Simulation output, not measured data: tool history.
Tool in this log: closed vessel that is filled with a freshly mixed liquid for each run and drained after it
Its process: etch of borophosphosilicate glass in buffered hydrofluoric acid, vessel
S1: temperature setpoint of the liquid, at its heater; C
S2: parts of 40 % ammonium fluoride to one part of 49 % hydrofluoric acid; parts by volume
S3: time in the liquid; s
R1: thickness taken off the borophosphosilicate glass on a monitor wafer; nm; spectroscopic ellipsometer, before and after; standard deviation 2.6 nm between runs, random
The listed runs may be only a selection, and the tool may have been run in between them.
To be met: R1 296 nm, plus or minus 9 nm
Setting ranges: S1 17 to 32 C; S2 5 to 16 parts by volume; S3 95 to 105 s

run 1 hour=0 | S1=24 S2=9.5 S3=95 | R1=117.72
run 2 hour=7.4 | S1=24 S2=7.5 S3=95 | R1=146.22
run 3 hour=10 | S1=24 S2=7.5 S3=105 | R1=159.92
run 4 hour=13.8 | S1=26.5 S2=7 S3=105 | R1=199.29
run 5 hour=19.7 | S1=26.5 S2=7 S3=105 | R1=198.68
-- hour=28.4 hydrofluoric acid flow meter replaced
run 6 hour=28.4 | S1=26.5 S2=9.5 S3=105 | R1=156.18
run 7 hour=32.6 | S1=28.5 S2=8.5 S3=105 | R1=192.38
run 8 hour=34.3 | S1=28.5 S2=8.5 S3=105 | R1=196.54
run 9 hour=35.9 | S1=29.5 S2=8 S3=105 | R1=218.67

5 candidate next runs follow, results not yet known. Just one meets every target within its allowed miss. Identify it.
run A hour=37.5 | S1=31.5 S2=7.5 S3=105 | R1=?
run B hour=37.5 | S1=31.5 S2=6.5 S3=105 | R1=?
run C hour=37.5 | S1=30 S2=7 S3=105 | R1=?
run D hour=37.5 | S1=25.5 S2=5 S3=105 | R1=?
run E hour=37.5 | S1=21 S2=6 S3=95 | R1=?

move=A R1=262.67
move=B R1=302.25
move=C R1=262.11
move=D R1=277.98
move=E R1=168.39
A: gains on the last run, yet a result remains outside its allowed miss
B: meets every target
C: gains on the last run, yet a result remains outside its allowed miss
D: gains on the last run, yet a result remains outside its allowed miss
E: lands further from the targets than the last run did
Answer: B
